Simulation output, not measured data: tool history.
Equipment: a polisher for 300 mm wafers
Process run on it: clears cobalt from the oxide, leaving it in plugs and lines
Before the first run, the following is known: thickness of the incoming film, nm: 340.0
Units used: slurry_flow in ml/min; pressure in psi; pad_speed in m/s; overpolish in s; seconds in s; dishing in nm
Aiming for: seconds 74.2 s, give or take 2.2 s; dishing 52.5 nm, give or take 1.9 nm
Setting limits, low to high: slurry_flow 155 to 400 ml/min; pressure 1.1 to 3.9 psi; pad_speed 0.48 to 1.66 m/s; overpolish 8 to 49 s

run	day	slurry_flow	pressure	pad_speed	overpolish	seconds	dishing
1	0	255	2.5	1.06	25	44.049	55.82
2	0.05	255	2.5	1.06	30	43.187	57.058
3	0.325	255	2.2	1.06	30	47.745	55.786
4	0.404	255	2	1.04	31	53.419	56.137
5	0.483	255	2	1.04	24	52.146	52.86
6	0.633	255	1.8	1.04	26	56.623	53.731
7	0.712	255	1.7	1.04	26	59.435	53.27
8	0.858	255	1.7	1.04	26	58.879	53.285
9	1.012	255	1.6	1.04	27	62.323	52.351
10	1.3	255	1.5	1.04	28	64.414	53.131
11	1.562	255	1.4	1.04	28	68.319	52.948
12	1.65	250	1.3	1.04	28	70.183	51.475

Pick the move, out of 5, that brings all results within their allowed miss; only one does.
A	1.738	335	1.4	0.92	31	?	?
B	1.738	245	1.2	1.12	29	?	?
C	1.738	325	1.6	0.84	49	?	?
D	1.738	280	1.5	0.82	49	?	?
E	1.738	185	1.2	1.18	31	?	?

move	seconds	dishing
A	74.49	52.961
B	69.412	52.952
C	74.456	58.026
D	80.416	57.51
E	67.338	54.294
A: all results in spec
B: the biggest miss grows against the last run
C: the furthest-off result lands on target, but another misses its tolerance
D: the result that was furthest off in the last run now lies on the other side of its target
E: the biggest miss grows against the last run
Answer: A
